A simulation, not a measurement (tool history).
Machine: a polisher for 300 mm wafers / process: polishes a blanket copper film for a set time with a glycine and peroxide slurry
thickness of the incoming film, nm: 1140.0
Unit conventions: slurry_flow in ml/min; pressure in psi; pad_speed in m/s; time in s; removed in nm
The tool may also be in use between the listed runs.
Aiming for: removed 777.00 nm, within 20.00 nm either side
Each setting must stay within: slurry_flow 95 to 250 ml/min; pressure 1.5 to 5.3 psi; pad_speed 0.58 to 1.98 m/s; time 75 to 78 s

{"run": 1, "hour": 0.0, "slurry_flow": 160, "pressure": 3.4, "pad_speed": 1.28, "time": 75, "removed": 639.38}
{"run": 2, "hour": 5.8, "slurry_flow": 185, "pressure": 3.4, "pad_speed": 1.28, "time": 75, "removed": 645.57}
{"run": 3, "hour": 11.5, "slurry_flow": 200, "pressure": 3.4, "pad_speed": 1.28, "time": 75, "removed": 663.21}
{"run": 4, "hour": 14.5, "slurry_flow": 205, "pressure": 3.5, "pad_speed": 1.28, "time": 75, "removed": 676.59}
{"run": 5, "hour": 18.9, "slurry_flow": 205, "pressure": 3.5, "pad_speed": 1.28, "time": 75, "removed": 675.17}
{"run": 6, "hour": 27.2, "slurry_flow": 205, "pressure": 3.6, "pad_speed": 1.28, "time": 75, "removed": 703.46}
{"run": 7, "hour": 31.7, "slurry_flow": 205, "pressure": 3.6, "pad_speed": 1.28, "time": 75, "removed": 689.72}
{"run": 8, "hour": 36.6, "slurry_flow": 205, "pressure": 3.7, "pad_speed": 1.28, "time": 75, "removed": 708.75}
{"run": 9, "hour": 42.8, "slurry_flow": 210, "pressure": 3.9, "pad_speed": 1.28, "time": 75, "removed": 750.17}

Which single option among these 5 for the next run brings every result within its allowed miss of target? Just one does.
{"run": "A", "hour": 49.0, "slurry_flow": 230, "pressure": 3.4, "pad_speed": 1.32, "time": 78, "removed": "?"}
{"run": "B", "hour": 49.0, "slurry_flow": 230, "pressure": 3.3, "pad_speed": 1.54, "time": 75, "removed": "?"}
{"run": "C", "hour": 49.0, "slurry_flow": 195, "pressure": 3.9, "pad_speed": 1.22, "time": 76, "removed": "?"}
{"run": "D", "hour": 49.0, "slurry_flow": 230, "pressure": 3.7, "pad_speed": 1.3, "time": 75, "removed": "?"}
{"run": "E", "hour": 49.0, "slurry_flow": 205, "pressure": 4.0, "pad_speed": 1.32, "time": 76, "removed": "?"}

move=A removed=710.85
move=B removed=727.07
move=C removed=726.08
move=D removed=725.12
move=E removed=778.10
A: moves away from the targets compared with the last run
B: moves away from the targets compared with the last run
C: moves away from the targets compared with the last run
D: moves away from the targets compared with the last run
E: every result within its allowed miss
The right move is E.
